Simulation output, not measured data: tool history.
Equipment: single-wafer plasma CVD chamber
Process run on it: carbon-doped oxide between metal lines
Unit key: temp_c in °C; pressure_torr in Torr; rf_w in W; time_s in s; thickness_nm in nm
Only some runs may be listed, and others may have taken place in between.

Run 1, hour 0.0: temp_c 350 °C, pressure_torr 5.61 Torr, rf_w 565 W, time_s 6.44 s. Result: thickness_nm 37.003 nm.
Run 2, hour 2.8: temp_c 343 °C, pressure_torr 5.61 Torr, rf_w 565 W, time_s 6.44 s. Result: thickness_nm 37.851 nm.
Run 3, hour 4.1: temp_c 343 °C, pressure_torr 5.61 Torr, rf_w 495 W, time_s 6.44 s. Result: thickness_nm 35.213 nm.
Run 4, hour 7.4: temp_c 343 °C, pressure_torr 5.61 Torr, rf_w 495 W, time_s 6.14 s. Result: thickness_nm 33.493 nm.
Run 5, hour 16.2: temp_c 346 °C, pressure_torr 5.39 Torr, rf_w 490 W, time_s 6.14 s. Result: thickness_nm 33.303 nm.
Run 6, hour 20.9: temp_c 346 °C, pressure_torr 5.39 Torr, rf_w 490 W, time_s 6.14 s. Result: thickness_nm 33.440 nm.
At hour 22.6: RF generator calibrated.
Run 7, hour 22.6: temp_c 348 °C, pressure_torr 5.37 Torr, rf_w 475 W, time_s 6.14 s. Result: thickness_nm 33.053 nm.
Run 8, hour 29.2: temp_c 348 °C, pressure_torr 5.35 Torr, rf_w 455 W, time_s 6.14 s. Result: thickness_nm 32.325 nm.

Run 9, settings as shown, results not yet in. Your forecast:
Run 9, hour 35.6: temp_c 348 °C, pressure_torr 5.32 Torr, rf_w 445 W, time_s 6.14 s. Result: thickness_nm ?.

thickness_nm: 32.006 nm
